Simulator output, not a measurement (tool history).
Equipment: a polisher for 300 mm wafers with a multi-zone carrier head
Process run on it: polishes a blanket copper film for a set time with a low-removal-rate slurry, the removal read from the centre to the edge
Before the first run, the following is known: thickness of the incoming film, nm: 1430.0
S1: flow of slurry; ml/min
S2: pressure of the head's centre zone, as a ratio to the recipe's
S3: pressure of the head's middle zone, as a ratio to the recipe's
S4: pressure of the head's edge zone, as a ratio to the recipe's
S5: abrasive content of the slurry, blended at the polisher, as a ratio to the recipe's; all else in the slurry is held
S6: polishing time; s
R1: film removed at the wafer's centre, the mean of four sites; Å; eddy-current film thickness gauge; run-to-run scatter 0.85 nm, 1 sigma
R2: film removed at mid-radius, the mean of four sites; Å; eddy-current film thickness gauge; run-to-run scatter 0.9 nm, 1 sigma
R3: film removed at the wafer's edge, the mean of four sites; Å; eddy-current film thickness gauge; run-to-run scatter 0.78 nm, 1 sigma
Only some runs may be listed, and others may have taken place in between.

{"run": 1, "hour": 0.0, "S1": 255, "S2": 1, "S3": 1, "S4": 1, "S5": 1, "S6": 33, "R1": 1419, "R2": 1438.2, "R3": 1365.4}
{"run": 2, "hour": 2.1, "S1": 250, "S2": 0.97, "S3": 0.97, "S4": 0.97, "S5": 0.85, "S6": 30, "R1": 1191, "R2": 1223.7, "R3": 1193.6}
{"run": 3, "hour": 8.8, "S1": 250, "S2": 0.96, "S3": 0.96, "S4": 0.94, "S5": 0.75, "S6": 28, "R1": 1072.6, "R2": 1103, "R3": 1095.5}
{"run": 4, "hour": 15.0, "S1": 250, "S2": 0.96, "S3": 0.9, "S4": 0.94, "S5": 0.75, "S6": 28, "R1": 1071.4, "R2": 1078.3, "R3": 1077}
{"run": 5, "hour": 23.4, "S1": 250, "S2": 0.96, "S3": 0.9, "S4": 0.94, "S5": 0.9, "S6": 28, "R1": 1102.1, "R2": 1088.2, "R3": 1128.4}
{"run": 6, "hour": 29.7, "S1": 300, "S2": 0.96, "S3": 0.9, "S4": 0.94, "S5": 0.9, "S6": 28, "R1": 1132.9, "R2": 1125.2, "R3": 1152.6}
{"run": 7, "hour": 35.8, "S1": 250, "S2": 0.9, "S3": 0.88, "S4": 0.84, "S5": 0.65, "S6": 23, "R1": 806.65, "R2": 827.98, "R3": 822.72}

Run 8 has not been measured yet. What should we expect?
{"run": 8, "hour": 44.7, "S1": 260, "S2": 0.9, "S3": 0.89, "S4": 0.85, "S5": 0.65, "S6": 23, "R1": "?", "R2": "?", "R3": "?"}

{"run 8": {"R1": 823.77, "R2": 841.65, "R3": 842.45}}
